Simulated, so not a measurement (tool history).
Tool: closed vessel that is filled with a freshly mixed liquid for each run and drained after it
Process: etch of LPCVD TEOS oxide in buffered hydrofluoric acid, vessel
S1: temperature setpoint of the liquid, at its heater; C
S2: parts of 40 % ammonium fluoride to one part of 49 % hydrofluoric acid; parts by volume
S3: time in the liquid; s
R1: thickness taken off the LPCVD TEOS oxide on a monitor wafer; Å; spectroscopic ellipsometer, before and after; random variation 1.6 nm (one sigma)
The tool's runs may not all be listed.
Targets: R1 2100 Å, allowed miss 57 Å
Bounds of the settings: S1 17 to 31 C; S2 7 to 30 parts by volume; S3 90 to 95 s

run,hour,S1,S2,S3,R1
1,0,23,19,90,1542.4
2,2.8,23,16,90,1847.3
3,8.9,23.5,16,90,1884.1
4,9.9,21,16,90,1649.9
5,14,21,16,90,1645.3
6,19,23,16,90,1822.8
7,24.9,23.5,16,90,1880.3
8,27.9,24,16,90,1957.1
9,30,24.5,16,90,1990.3

Which of these 4 next moves meets every target?
A,32.1,24,17,95,?
B,32.1,23,14,90,?
C,32.1,24,15.5,90,?
D,32.1,24,17,90,?

move,R1
A,1928.7
B,2093.6
C,2001.1
D,1827.2
A: further off than the last run
B: meets every target
C: nearer than the last run, and not there yet
D: further off than the last run
Move B is the one to make.
